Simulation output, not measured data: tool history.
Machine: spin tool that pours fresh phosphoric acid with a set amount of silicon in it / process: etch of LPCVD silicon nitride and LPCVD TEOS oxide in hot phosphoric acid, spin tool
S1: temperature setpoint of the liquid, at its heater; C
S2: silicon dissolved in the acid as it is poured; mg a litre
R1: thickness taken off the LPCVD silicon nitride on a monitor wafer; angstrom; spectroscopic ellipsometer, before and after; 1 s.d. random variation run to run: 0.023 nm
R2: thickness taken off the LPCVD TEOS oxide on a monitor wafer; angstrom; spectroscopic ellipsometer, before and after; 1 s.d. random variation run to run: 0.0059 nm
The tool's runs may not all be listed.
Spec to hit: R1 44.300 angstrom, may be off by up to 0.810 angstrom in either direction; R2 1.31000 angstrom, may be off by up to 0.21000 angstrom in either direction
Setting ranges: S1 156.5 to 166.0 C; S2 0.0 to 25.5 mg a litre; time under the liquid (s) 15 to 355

{"run": 1, "hour": 0.0, "S1": 161.0, "S2": 11.0, "time under the liquid (s)": 180, "R1": 181.19, "R2": 5.531}
{"run": 2, "hour": 6.1, "S1": 161.0, "S2": 6.5, "time under the liquid (s)": 180, "R1": 180.65, "R2": 5.8912}
{"run": 3, "hour": 11.5, "S1": 159.5, "S2": 4.5, "time under the liquid (s)": 125, "R1": 119.73, "R2": 3.5321}
{"run": 4, "hour": 16.1, "S1": 158.5, "S2": 3.0, "time under the liquid (s)": 90, "R1": 82.4, "R2": 2.6317}
{"run": 5, "hour": 17.5, "S1": 158.5, "S2": 3.0, "time under the liquid (s)": 65, "R1": 59.924, "R2": 1.9668}
{"run": 6, "hour": 18.4, "S1": 158.5, "S2": 8.0, "time under the liquid (s)": 65, "R1": 59.934, "R2": 1.8258}
{"run": 7, "hour": 27.3, "S1": 156.5, "S2": 6.0, "time under the liquid (s)": 15, "R1": 12.93, "R2": 0.35929}
{"run": 8, "hour": 35.6, "S1": 157.5, "S2": 6.0, "time under the liquid (s)": 15, "R1": 13.328, "R2": 0.40859}
{"run": 9, "hour": 37.8, "S1": 160.0, "S2": 4.5, "time under the liquid (s)": 15, "R1": 14.514, "R2": 0.48697}
{"run": 10, "hour": 38.6, "S1": 162.5, "S2": 11.5, "time under the liquid (s)": 105, "R1": 111.01, "R2": 3.6327}
{"run": 11, "hour": 44.8, "S1": 160.0, "S2": 11.0, "time under the liquid (s)": 105, "R1": 100.87, "R2": 3.0842}
{"run": 12, "hour": 47.5, "S1": 159.0, "S2": 7.5, "time under the liquid (s)": 95, "R1": 88.492, "R2": 2.7763}
{"run": 13, "hour": 50.0, "S1": 161.0, "S2": 5.0, "time under the liquid (s)": 95, "R1": 94.767, "R2": 3.0567}
{"run": 14, "hour": 52.9, "S1": 158.5, "S2": 12.0, "time under the liquid (s)": 15, "R1": 13.695, "R2": 0.38556}
{"run": 15, "hour": 58.5, "S1": 159.5, "S2": 8.0, "time under the liquid (s)": 25, "R1": 23.683, "R2": 0.74729}
{"run": 16, "hour": 61.5, "S1": 161.0, "S2": 7.0, "time under the liquid (s)": 30, "R1": 29.951, "R2": 1.0002}
{"run": 17, "hour": 63.7, "S1": 162.5, "S2": 8.0, "time under the liquid (s)": 30, "R1": 31.446, "R2": 1.0626}
{"run": 18, "hour": 66.9, "S1": 163.5, "S2": 11.5, "time under the liquid (s)": 35, "R1": 38.03, "R2": 1.209}
{"run": 19, "hour": 73.3, "S1": 164.0, "S2": 13.5, "time under the liquid (s)": 35, "R1": 38.644, "R2": 1.3038}
{"run": 20, "hour": 79.6, "S1": 163.0, "S2": 20.5, "time under the liquid (s)": 70, "R1": 75.165, "R2": 1.9226}
{"run": 21, "hour": 83.4, "S1": 161.0, "S2": 16.0, "time under the liquid (s)": 70, "R1": 70.195, "R2": 1.9429}
{"run": 22, "hour": 86.0, "S1": 159.5, "S2": 13.0, "time under the liquid (s)": 70, "R1": 66.388, "R2": 1.8914}
{"run": 23, "hour": 87.8, "S1": 158.5, "S2": 10.0, "time under the liquid (s)": 70, "R1": 64.24, "R2": 1.8725}
{"run": 24, "hour": 92.8, "S1": 160.0, "S2": 8.5, "time under the liquid (s)": 70, "R1": 68.143, "R2": 2.121}
{"run": 25, "hour": 100.6, "S1": 159.0, "S2": 7.0, "time under the liquid (s)": 65, "R1": 61.501, "R2": 1.8382}
{"run": 26, "hour": 107.0, "S1": 159.5, "S2": 8.5, "time under the liquid (s)": 60, "R1": 57.161, "R2": 1.7317}
{"run": 27, "hour": 109.3, "S1": 158.5, "S2": 6.0, "time under the liquid (s)": 60, "R1": 55.34, "R2": 1.645}
{"run": 28, "hour": 115.0, "S1": 159.5, "S2": 10.0, "time under the liquid (s)": 60, "R1": 57.307, "R2": 1.6698}
{"run": 29, "hour": 120.8, "S1": 158.5, "S2": 7.5, "time under the liquid (s)": 60, "R1": 55.014, "R2": 1.7601}
{"run": 30, "hour": 122.8, "S1": 160.0, "S2": 8.0, "time under the liquid (s)": 60, "R1": 58.022, "R2": 1.9237}

Exercise: of the 5 proposed moves below, exactly one satisfies all targets within the stated allowed misses. Which move is it?
{"run": "A", "hour": 124.8, "S1": 156.5, "S2": 19.5, "time under the liquid (s)": 55, "R1": "?", "R2": "?"}
{"run": "B", "hour": 124.8, "S1": 160.5, "S2": 12.5, "time under the liquid (s)": 45, "R1": "?", "R2": "?"}
{"run": "C", "hour": 124.8, "S1": 156.5, "S2": 22.5, "time under the liquid (s)": 55, "R1": "?", "R2": "?"}
{"run": "D", "hour": 124.8, "S1": 156.5, "S2": 23.5, "time under the liquid (s)": 55, "R1": "?", "R2": "?"}
{"run": "E", "hour": 124.8, "S1": 157.5, "S2": 23.0, "time under the liquid (s)": 50, "R1": "?", "R2": "?"}

move=A R1=47.271 R2=0.97883
move=B R1=44.279 R2=1.29220
move=C R1=47.271 R2=0.89611
move=D R1=47.271 R2=0.86854
move=E R1=44.462 R2=0.86470
A: an improvement on the last run, though not all results are within tolerance
B: all results in spec
C: an improvement on the last run, though not all results are within tolerance
D: an improvement on the last run, though not all results are within tolerance
E: the worst result of the last run now meets its target, but another is out of spec
Answer: B

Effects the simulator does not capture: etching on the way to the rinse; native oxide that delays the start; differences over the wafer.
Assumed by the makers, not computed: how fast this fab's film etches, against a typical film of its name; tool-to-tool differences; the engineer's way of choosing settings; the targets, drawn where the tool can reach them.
